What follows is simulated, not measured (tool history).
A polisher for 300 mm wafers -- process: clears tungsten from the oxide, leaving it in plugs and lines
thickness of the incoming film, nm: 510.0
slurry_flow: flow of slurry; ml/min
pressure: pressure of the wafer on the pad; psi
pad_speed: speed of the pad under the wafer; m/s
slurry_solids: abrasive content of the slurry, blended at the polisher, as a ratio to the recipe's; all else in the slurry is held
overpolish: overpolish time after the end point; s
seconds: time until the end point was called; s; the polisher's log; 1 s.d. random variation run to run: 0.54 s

Run 1, hour 0.0: slurry_flow 135 ml/min, pressure 4.5 psi, pad_speed 1.36 m/s, slurry_solids 1.0, overpolish 28 s. Result: seconds 66.732 s.
Run 2, hour 3.5: slurry_flow 155 ml/min, pressure 4.5 psi, pad_speed 1.36 m/s, slurry_solids 1.0, overpolish 28 s. Result: seconds 65.117 s.
Run 3, hour 5.1: slurry_flow 155 ml/min, pressure 4.5 psi, pad_speed 1.04 m/s, slurry_solids 1.0, overpolish 28 s. Result: seconds 79.552 s.
Run 4, hour 8.2: slurry_flow 155 ml/min, pressure 5.3 psi, pad_speed 1.10 m/s, slurry_solids 1.0, overpolish 28 s. Result: seconds 65.548 s.
At hour 15.7: slurry nozzle cleaned.
Run 5, hour 15.7: slurry_flow 155 ml/min, pressure 5.8 psi, pad_speed 1.16 m/s, slurry_solids 1.0, overpolish 28 s. Result: seconds 57.053 s.
Run 6, hour 19.0: slurry_flow 170 ml/min, pressure 5.8 psi, pad_speed 1.16 m/s, slurry_solids 1.0, overpolish 28 s. Result: seconds 56.397 s.

Forecast run 7:
Run 7, hour 23.1: slurry_flow 170 ml/min, pressure 6.2 psi, pad_speed 1.22 m/s, slurry_solids 1.0, overpolish 28 s. Result: seconds ?.

seconds: 49.789 s

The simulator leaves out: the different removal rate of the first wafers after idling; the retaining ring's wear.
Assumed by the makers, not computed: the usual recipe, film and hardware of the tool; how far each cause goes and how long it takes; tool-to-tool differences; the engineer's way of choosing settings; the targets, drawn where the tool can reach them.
